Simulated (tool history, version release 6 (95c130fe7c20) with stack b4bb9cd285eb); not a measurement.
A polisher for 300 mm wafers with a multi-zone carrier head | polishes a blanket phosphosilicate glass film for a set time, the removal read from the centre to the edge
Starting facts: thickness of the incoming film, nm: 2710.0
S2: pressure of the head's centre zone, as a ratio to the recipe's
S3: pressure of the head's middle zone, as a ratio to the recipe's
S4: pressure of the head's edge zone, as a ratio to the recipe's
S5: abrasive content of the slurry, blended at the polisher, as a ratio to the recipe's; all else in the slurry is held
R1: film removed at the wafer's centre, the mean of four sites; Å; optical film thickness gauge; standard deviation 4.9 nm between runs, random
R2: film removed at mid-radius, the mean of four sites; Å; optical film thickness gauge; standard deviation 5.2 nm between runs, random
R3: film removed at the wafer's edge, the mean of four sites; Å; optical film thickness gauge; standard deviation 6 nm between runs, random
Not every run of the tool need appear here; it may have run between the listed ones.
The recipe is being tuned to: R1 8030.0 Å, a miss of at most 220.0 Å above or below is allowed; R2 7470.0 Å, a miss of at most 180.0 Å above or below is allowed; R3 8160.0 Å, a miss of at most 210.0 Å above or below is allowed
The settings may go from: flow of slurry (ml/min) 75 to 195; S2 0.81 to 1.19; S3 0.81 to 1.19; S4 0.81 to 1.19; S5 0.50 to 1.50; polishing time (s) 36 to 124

Run 1, hour 0.0: flow of slurry (ml/min) 125, S2 1.00, S3 1.00, S4 1.00, S5 1.00, polishing time (s) 79. Result: R1 8024.7 Å, R2 7212.5 Å, R3 7288.1 Å.
Run 2, hour 5.4: flow of slurry (ml/min) 125, S2 1.00, S3 0.94, S4 1.00, S5 1.00, polishing time (s) 79. Result: R1 7937.3 Å, R2 6861.4 Å, R3 7244.3 Å.
Run 3, hour 6.5: flow of slurry (ml/min) 130, S2 0.99, S3 0.94, S4 1.02, S5 1.00, polishing time (s) 79. Result: R1 8030.7 Å, R2 6922.8 Å, R3 7252.6 Å.
Run 4, hour 13.4: flow of slurry (ml/min) 130, S2 0.99, S3 0.87, S4 1.02, S5 1.00, polishing time (s) 79. Result: R1 7985.7 Å, R2 6458.3 Å, R3 7257.1 Å.
Run 5, hour 17.1: flow of slurry (ml/min) 130, S2 0.99, S3 0.87, S4 1.09, S5 1.00, polishing time (s) 79. Result: R1 7878.3 Å, R2 6397.8 Å, R3 7562.9 Å.
At hour 19.5: centre zone pressure recalibrated.
Run 6, hour 19.5: flow of slurry (ml/min) 130, S2 0.99, S3 0.82, S4 1.09, S5 1.00, polishing time (s) 79. Result: R1 7090.0 Å, R2 6130.5 Å, R3 7610.8 Å.
Run 7, hour 26.1: flow of slurry (ml/min) 135, S2 0.97, S3 0.84, S4 1.10, S5 1.00, polishing time (s) 79. Result: R1 6908.8 Å, R2 6308.8 Å, R3 7772.1 Å.
Run 8, hour 31.1: flow of slurry (ml/min) 145, S2 0.98, S3 0.85, S4 1.10, S5 1.00, polishing time (s) 79. Result: R1 7110.9 Å, R2 6401.0 Å, R3 7655.2 Å.
Run 9, hour 39.7: flow of slurry (ml/min) 150, S2 0.99, S3 0.87, S4 1.11, S5 1.00, polishing time (s) 79. Result: R1 7214.9 Å, R2 6612.2 Å, R3 7715.7 Å.
Run 10, hour 48.4: flow of slurry (ml/min) 185, S2 1.02, S3 0.92, S4 1.12, S5 1.00, polishing time (s) 79. Result: R1 7680.9 Å, R2 7095.6 Å, R3 7938.0 Å.
Run 11, hour 57.0: flow of slurry (ml/min) 185, S2 1.02, S3 0.93, S4 1.12, S5 1.00, polishing time (s) 79. Result: R1 7809.4 Å, R2 7203.0 Å, R3 8005.4 Å.
Run 12, hour 59.0: flow of slurry (ml/min) 185, S2 1.02, S3 0.93, S4 1.12, S5 1.00, polishing time (s) 79. Result: R1 7723.4 Å, R2 7151.7 Å, R3 7981.9 Å.
Run 13, hour 65.8: flow of slurry (ml/min) 185, S2 1.02, S3 0.94, S4 1.12, S5 1.00, polishing time (s) 79. Result: R1 7722.9 Å, R2 7170.8 Å, R3 8012.7 Å.
Run 14, hour 74.1: flow of slurry (ml/min) 185, S2 1.02, S3 0.95, S4 1.12, S5 1.00, polishing time (s) 79. Result: R1 7672.8 Å, R2 7253.3 Å, R3 7937.5 Å.
Run 15, hour 82.0: flow of slurry (ml/min) 185, S2 1.02, S3 0.95, S4 1.12, S5 1.00, polishing time (s) 79. Result: R1 7695.2 Å, R2 7304.9 Å, R3 7990.3 Å.

Which of these 4 next moves meets every target?
Run A, hour 89.9: flow of slurry (ml/min) 180, S2 0.91, S3 0.82, S4 1.19, S5 1.05, polishing time (s) 84. Result: R1 ?, R2 ?, R3 ?.
Run B, hour 89.9: flow of slurry (ml/min) 195, S2 1.02, S3 1.02, S4 1.10, S5 0.80, polishing time (s) 87. Result: R1 ?, R2 ?, R3 ?.
Run C, hour 89.9: flow of slurry (ml/min) 150, S2 1.00, S3 0.91, S4 1.03, S5 1.05, polishing time (s) 85. Result: R1 ?, R2 ?, R3 ?.
Run D, hour 89.9: flow of slurry (ml/min) 195, S2 1.01, S3 1.07, S4 1.05, S5 1.05, polishing time (s) 77. Result: R1 ?, R2 ?, R3 ?.

move      R1      R2      R3
   A  7350.1  6929.3  8896.1
   B  7947.5  7983.6  8168.2
   C  7972.2  7462.0  8216.8
   D  7580.4  8008.2  7679.6
A: the biggest miss grows against the last run
B: puts the biggest miss on target and leaves a different result outside tolerance
C: each result inside its tolerance
D: the biggest miss grows against the last run
The right move is C.
